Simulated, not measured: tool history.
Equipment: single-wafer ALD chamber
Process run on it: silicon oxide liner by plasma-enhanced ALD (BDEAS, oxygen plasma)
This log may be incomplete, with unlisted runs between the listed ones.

run,day,heater temperature setpoint (K),number of ALD cycles (cycles),mean film thickness on the monitor wafer (Å)
1,0.000,583.15,74,67.199
2,0.146,583.15,72,65.766
3,0.208,583.15,70,64.353
4,0.342,579.15,70,65.428
5,0.396,579.15,60,55.399
6,0.596,577.15,62,57.964

Expected results for the next run?
7,0.933,575.15,63,?

{"run 7": {"mean film thickness on the monitor wafer (Å)": 59.275}}
